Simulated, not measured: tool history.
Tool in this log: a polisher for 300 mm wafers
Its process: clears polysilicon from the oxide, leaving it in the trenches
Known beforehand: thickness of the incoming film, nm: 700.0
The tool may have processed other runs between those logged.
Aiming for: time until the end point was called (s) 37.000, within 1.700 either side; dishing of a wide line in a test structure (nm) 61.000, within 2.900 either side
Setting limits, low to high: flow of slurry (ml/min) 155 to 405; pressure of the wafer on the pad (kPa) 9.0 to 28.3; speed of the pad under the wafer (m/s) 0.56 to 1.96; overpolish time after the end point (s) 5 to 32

run	hour	flow of slurry (ml/min)	pressure of the wafer on the pad (kPa)	speed of the pad under the wafer (m/s)	overpolish time after the end point (s)	time until the end point was called (s)	dishing of a wide line in a test structure (nm)
1	0.0	260	18.6	1.26	16	45.951	63.336
2	5.0	260	18.6	0.98	16	60.244	63.057
3	9.7	260	18.6	0.98	11	58.300	57.600
4	12.6	260	14.5	0.98	11	74.331	53.743
5	21.1	260	16.5	1.00	10	65.396	51.952
6	22.8	260	14.5	1.00	10	72.446	49.916
7	26.9	260	19.3	1.08	12	53.414	59.020
8	34.2	260	20.7	1.10	11	47.040	60.248
9	38.0	260	24.8	1.12	6	39.847	53.239
10	38.5	260	24.8	1.12	7	39.032	53.607
11	40.1	260	24.8	1.12	15	40.637	64.713
12	47.8	260	24.8	1.12	14	39.688	63.425
13	54.7	260	25.5	1.12	13	38.765	63.211

5 candidate next runs follow, results not yet known. Just one meets every target within its allowed miss. Identify it.
A	61.6	245	26.9	1.14	10	?	?
B	61.6	230	28.3	1.04	17	?	?
C	61.6	255	26.9	1.24	10	?	?
D	61.6	275	26.9	1.02	9	?	?
E	61.6	270	26.2	1.04	11	?	?

move	time until the end point was called (s)	dishing of a wide line in a test structure (nm)
A	36.426	62.015
B	38.277	65.212
C	33.419	62.886
D	40.025	59.423
E	40.332	61.943
A: all results in spec
B: corrects the largest miss of the last run, while another result sits out of spec
C: takes the result that was furthest off past its target
D: the biggest miss grows against the last run
E: the biggest miss grows against the last run
Answer: A

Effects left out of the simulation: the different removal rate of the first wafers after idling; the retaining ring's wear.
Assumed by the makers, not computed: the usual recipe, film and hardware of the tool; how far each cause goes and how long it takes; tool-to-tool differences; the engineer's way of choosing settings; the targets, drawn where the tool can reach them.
